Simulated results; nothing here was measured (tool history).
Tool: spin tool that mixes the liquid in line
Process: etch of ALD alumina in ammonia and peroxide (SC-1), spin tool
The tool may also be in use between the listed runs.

run	hour	temperature setpoint of the liquid (C)	parts of 29 % ammonia solution to one part of 30 % peroxide (parts by volume)	time under the liquid (s)	thickness taken off the ALD alumina on a monitor wafer (angstrom)
1	0.0	54.0	1.0	320	124.760
2	2.1	54.0	1.2	320	127.200
3	10.6	54.0	1.2	320	127.090
4	11.7	50.5	1.2	320	106.520
5	19.2	54.0	1.2	320	126.440
6	25.0	54.0	1.2	320	127.370
7	26.6	50.5	1.2	320	105.000
8	27.5	50.5	1.2	320	105.090
9	28.6	48.0	1.2	320	91.471

Forecast run 10:
10	32.0	46.5	1.2	320	?

Run 10 gave thickness taken off the ALD alumina on a monitor wafer (angstrom) 85.208.
